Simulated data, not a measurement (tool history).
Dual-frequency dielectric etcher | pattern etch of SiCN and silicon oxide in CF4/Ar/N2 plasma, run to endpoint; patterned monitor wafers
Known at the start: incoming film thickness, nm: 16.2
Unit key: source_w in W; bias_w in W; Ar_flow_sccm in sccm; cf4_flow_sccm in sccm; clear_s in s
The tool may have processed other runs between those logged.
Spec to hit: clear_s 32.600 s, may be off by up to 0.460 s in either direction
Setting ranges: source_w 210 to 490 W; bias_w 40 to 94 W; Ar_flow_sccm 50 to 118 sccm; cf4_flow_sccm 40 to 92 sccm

run    day  source_w  bias_w  Ar_flow_sccm  cf4_flow_sccm  clear_s
  1  0.000       350      67            84             66   22.027
  2  0.117       350      74            84             66   21.087
  3  0.433       400      74            84             66   18.448
  4  0.717       400      64            84             66   19.475
  5  0.971       400      64            84             73   19.250
  6  1.088       400      54            84             73   20.304
  7  1.162       380      54            84             73   21.483
  8  1.296       310      52            84             73   27.010
  9  1.462       300      52            84             73   27.718
 10  1.654       290      52            84             73   29.154
 11  1.996       270      52            84             73   31.494

Pick the move, out of 5, that brings all results within their allowed miss; only one does.
  A  2.338       270      47            79             64        ?
  B  2.338       260      61            79             83        ?
  C  2.338       280      49            89             85        ?
  D  2.338       270      55            88             74        ?
  E  2.338       280      48            95             82        ?

move  clear_s
   A   32.714
   B   30.484
   C   30.511
   D   30.973
   E   31.080
A: every result within its allowed miss
B: misses by more than the last run did
C: misses by more than the last run did
D: misses by more than the last run did
E: misses by more than the last run did
Correct choice: A, which meets every target
